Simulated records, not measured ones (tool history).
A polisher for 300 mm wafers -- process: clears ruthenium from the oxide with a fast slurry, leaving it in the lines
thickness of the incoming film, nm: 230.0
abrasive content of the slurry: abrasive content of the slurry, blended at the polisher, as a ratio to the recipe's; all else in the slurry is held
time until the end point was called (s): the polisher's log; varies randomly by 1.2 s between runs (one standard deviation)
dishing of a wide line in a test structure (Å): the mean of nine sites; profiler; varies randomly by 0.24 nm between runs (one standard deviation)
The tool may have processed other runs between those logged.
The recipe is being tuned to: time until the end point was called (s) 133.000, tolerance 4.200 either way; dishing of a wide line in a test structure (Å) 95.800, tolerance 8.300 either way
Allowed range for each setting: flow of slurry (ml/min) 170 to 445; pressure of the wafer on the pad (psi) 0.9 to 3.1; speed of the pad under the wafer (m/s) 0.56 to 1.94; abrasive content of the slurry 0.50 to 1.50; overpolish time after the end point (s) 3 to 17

| run | hour | flow of slurry (ml/min) | pressure of the wafer on the pad (psi) | speed of the pad under the wafer (m/s) | abrasive content of the slurry | overpolish time after the end point (s) | time until the end point was called (s) | dishing of a wide line in a test structure (Å) |
|---|---|---|---|---|---|---|---|---|
| 1 | 0.0 | 285 | 2.0 | 1.24 | 1.00 | 9 | 77.602 | 263.140 |
| 2 | 0.9 | 285 | 1.8 | 1.24 | 1.00 | 8 | 86.623 | 227.050 |
| 3 | 7.8 | 285 | 1.8 | 1.24 | 0.85 | 8 | 91.244 | 210.790 |
| 4 | 12.6 | 285 | 1.6 | 1.24 | 0.85 | 8 | 101.150 | 192.540 |
| 5 | 20.9 | 285 | 1.6 | 1.24 | 1.00 | 8 | 94.892 | 200.330 |
| 6 | 25.2 | 285 | 1.5 | 1.24 | 1.00 | 7 | 101.920 | 166.960 |
| 7 | 30.0 | 285 | 1.4 | 1.24 | 1.00 | 7 | 110.370 | 163.760 |
| 8 | 34.8 | 285 | 1.4 | 1.24 | 1.00 | 6 | 109.700 | 136.370 |
| 9 | 37.9 | 285 | 1.3 | 1.24 | 1.00 | 6 | 116.320 | 122.710 |
| 10 | 41.8 | 280 | 1.0 | 1.24 | 1.00 | 5 | 150.560 | 85.213 |
| 11 | 50.1 | 295 | 1.0 | 1.24 | 1.00 | 5 | 150.980 | 82.826 |
| 12 | 57.8 | 295 | 1.3 | 1.24 | 1.00 | 5 | 118.070 | 107.470 |
| 13 | 59.2 | 290 | 1.3 | 1.24 | 1.00 | 5 | 119.870 | 107.400 |
| 14 | 61.0 | 290 | 1.2 | 1.24 | 1.00 | 5 | 128.600 | 101.350 |
| 15 | 64.7 | 285 | 1.1 | 1.24 | 1.00 | 5 | 140.410 | 94.594 |

Below are 4 possible settings for the next run. Only one of them brings all results inside the allowed miss of their targets. Which is it?
| A | 68.4 | 190 | 1.1 | 1.30 | 0.80 | 5 | ? | ? |
| B | 68.4 | 375 | 1.3 | 1.14 | 0.85 | 5 | ? | ? |
| C | 68.4 | 360 | 0.9 | 1.18 | 1.45 | 6 | ? | ? |
| D | 68.4 | 275 | 1.2 | 1.06 | 1.05 | 6 | ? | ? |

| move | time until the end point was called (s) | dishing of a wide line in a test structure (Å) |
|---|---|---|
| A | 145.160 | 89.145 |
| B | 131.920 | 97.761 |
| C | 153.490 | 100.710 |
| D | 145.700 | 105.870 |
A: misses by more than the last run did
B: meets every target
C: misses by more than the last run did
D: misses by more than the last run did
So the answer is move B, the one that meets all the targets.

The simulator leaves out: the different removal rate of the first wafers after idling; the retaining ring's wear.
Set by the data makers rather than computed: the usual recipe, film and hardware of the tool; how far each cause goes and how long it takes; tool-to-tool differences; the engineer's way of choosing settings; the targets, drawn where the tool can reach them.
